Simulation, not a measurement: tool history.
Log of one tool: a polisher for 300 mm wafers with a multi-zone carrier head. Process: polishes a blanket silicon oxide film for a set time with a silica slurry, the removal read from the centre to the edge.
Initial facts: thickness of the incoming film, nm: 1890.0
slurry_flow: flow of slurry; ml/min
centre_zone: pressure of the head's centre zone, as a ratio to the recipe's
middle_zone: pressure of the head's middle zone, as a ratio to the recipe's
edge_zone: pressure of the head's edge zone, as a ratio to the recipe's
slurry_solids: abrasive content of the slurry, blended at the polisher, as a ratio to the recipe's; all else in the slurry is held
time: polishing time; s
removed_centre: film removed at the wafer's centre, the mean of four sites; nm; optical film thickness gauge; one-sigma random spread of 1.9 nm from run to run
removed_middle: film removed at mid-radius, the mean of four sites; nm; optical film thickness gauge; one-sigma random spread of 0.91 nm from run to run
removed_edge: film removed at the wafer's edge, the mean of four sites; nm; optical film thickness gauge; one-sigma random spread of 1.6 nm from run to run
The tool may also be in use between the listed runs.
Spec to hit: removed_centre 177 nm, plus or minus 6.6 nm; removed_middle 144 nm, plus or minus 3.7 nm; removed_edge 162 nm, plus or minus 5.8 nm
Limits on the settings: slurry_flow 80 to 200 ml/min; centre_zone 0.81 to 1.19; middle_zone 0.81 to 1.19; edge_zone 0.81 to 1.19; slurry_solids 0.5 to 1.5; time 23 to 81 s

run	hour	slurry_flow	centre_zone	middle_zone	edge_zone	slurry_solids	time	removed_centre	removed_middle	removed_edge
1	0	130	1	1	1	1	52	159.19	155.99	153.55
2	1.1	130	1	1	0.93	1	52	160.05	152.98	149.93
3	9.8	130	1.01	0.98	0.94	1	52	158.16	151.94	145.62
4	14.9	130	0.96	0.98	0.94	1	52	150.78	150.65	151.47
5	18.3	130	0.96	0.98	0.94	0.85	52	138.04	142.26	137.77
6	22.8	135	0.97	0.96	0.96	0.9	52	146.34	142.34	144.99
# hour 29.9: worn pad replaced by a new one
7	29.9	140	0.98	0.95	0.97	0.9	52	155.3	154.91	152.82
8	31.5	135	1	0.93	0.99	0.9	51	157.46	147.58	152.87
9	38.6	135	1.01	0.92	0.99	0.9	51	161.63	143.84	152.19
10	42.9	135	1.01	0.91	0.99	0.9	51	163.2	143.65	153.59
11	49.4	135	1.01	0.9	0.99	0.9	51	159.31	142.11	153.57
12	51.1	135	1.02	0.89	0.99	0.9	51	164.87	142.28	155.48
13	59.1	140	1.03	0.87	0.99	0.9	51	166.16	140.2	154.32
14	64.9	150	1.04	0.85	1.01	0.9	51	167.3	139.76	154.27

Exercise: of the 5 proposed moves below, exactly one satisfies all targets within the stated allowed misses. Which move is it?
A	70.7	195	1.01	0.81	0.94	0.65	63	?	?	?
B	70.7	160	0.9	0.81	0.95	1	51	?	?	?
C	70.7	165	1	0.87	1.07	1	48	?	?	?
D	70.7	115	1.16	0.81	1.02	0.9	53	?	?	?
E	70.7	190	1.05	0.94	0.95	0.85	46	?	?	?

move	removed_centre	removed_middle	removed_edge
A	181.24	146.2	164.79
B	156.28	142.22	162.24
C	164.54	142.52	161.36
D	186.84	132.56	158.94
E	157.36	137.93	138.04
A: all results in spec
B: misses by more than the last run did
C: misses by more than the last run did
D: the result that was furthest off in the last run now lies on the other side of its target
E: misses by more than the last run did
Answer: A

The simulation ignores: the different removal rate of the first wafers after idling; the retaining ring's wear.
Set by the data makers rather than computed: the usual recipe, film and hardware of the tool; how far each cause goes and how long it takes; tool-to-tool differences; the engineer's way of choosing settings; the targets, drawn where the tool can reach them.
